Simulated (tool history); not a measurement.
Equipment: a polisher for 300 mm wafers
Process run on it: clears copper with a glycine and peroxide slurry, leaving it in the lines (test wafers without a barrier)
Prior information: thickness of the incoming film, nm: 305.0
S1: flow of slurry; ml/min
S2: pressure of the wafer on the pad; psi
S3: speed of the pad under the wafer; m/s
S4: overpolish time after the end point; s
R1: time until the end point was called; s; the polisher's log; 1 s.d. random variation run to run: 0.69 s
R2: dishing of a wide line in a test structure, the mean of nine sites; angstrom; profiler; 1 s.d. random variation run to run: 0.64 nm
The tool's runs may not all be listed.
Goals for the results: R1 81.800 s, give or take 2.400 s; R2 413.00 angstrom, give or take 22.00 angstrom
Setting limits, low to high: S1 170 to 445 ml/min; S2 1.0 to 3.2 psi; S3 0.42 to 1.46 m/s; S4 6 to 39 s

run,day,S1,S2,S3,S4,R1,R2
1,0.000,285,2.1,0.94,20,66.654,395.90
2,0.079,285,1.9,0.94,20,71.920,380.92
3,0.275,285,1.8,0.94,21,76.244,391.90
4,0.429,280,1.7,0.94,23,79.012,386.35
5,0.708,280,1.7,0.74,23,91.139,365.64
6,0.904,280,1.7,0.74,24,93.539,372.89
7,1.117,280,1.7,0.74,24,92.476,372.12
8,1.258,280,1.8,0.74,24,89.622,385.79
9,1.612,285,1.9,0.74,24,86.390,391.22

Which of these 4 next moves meets every target?
A,1.967,325,1.9,0.66,24,?,?
B,1.967,430,2.1,0.68,26,?,?
C,1.967,195,1.5,0.88,31,?,?
D,1.967,265,2.0,0.64,28,?,?

move,R1,R2
A,90.796,373.47
B,81.223,409.39
C,93.281,400.90
D,91.386,403.54
A: further off than the last run
B: each result inside its tolerance
C: further off than the last run
D: further off than the last run
The right move is B.
